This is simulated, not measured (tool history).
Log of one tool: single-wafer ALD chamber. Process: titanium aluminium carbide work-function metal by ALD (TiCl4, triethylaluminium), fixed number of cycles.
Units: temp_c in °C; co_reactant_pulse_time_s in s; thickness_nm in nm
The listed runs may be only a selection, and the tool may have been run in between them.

| run | hour | temp_c | co_reactant_pulse_time_s | thickness_nm |
|---|---|---|---|---|
| 1 | 0.0 | 290 | 7.02 | 1.6402 |
| 2 | 2.6 | 282 | 7.02 | 1.5713 |
| 3 | 10.9 | 274 | 7.02 | 1.5048 |
| 4 | 17.3 | 270 | 7.02 | 1.4638 |
| 5 | 19.4 | 269 | 5.84 | 1.3810 |
| 6 | 20.3 | 269 | 6.99 | 1.4676 |
| 7 | 23.5 | 268 | 6.02 | 1.3782 |
| 8 | 32.3 | 267 | 5.40 | 1.3171 |

What will run 9 give?
| 9 | 34.5 | 267 | 5.04 | ? |

{"run 9": {"thickness_nm": 1.249}}
